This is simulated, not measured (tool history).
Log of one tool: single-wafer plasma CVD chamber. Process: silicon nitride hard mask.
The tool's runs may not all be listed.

run,hour,heater temperature setpoint (K),chamber pressure (Pa),RF power (kW),deposition time (s),mean film thickness on the monitor wafer (angstrom)
1,0.0,648.15,245,0.300,37.3,447.06
2,1.0,648.15,245,0.270,37.3,408.27
3,7.3,648.15,227,0.265,37.3,388.25
4,14.1,648.15,217,0.265,37.3,384.86
5,18.4,648.15,208,0.265,37.3,379.84
6,24.2,648.15,201,0.265,37.3,377.56
7,26.7,648.15,173,0.255,37.3,343.59

Forecast run 8:
8,33.4,648.15,180,0.255,37.3,?

{"run 8": {"mean film thickness on the monitor wafer (angstrom)": 352.6}}

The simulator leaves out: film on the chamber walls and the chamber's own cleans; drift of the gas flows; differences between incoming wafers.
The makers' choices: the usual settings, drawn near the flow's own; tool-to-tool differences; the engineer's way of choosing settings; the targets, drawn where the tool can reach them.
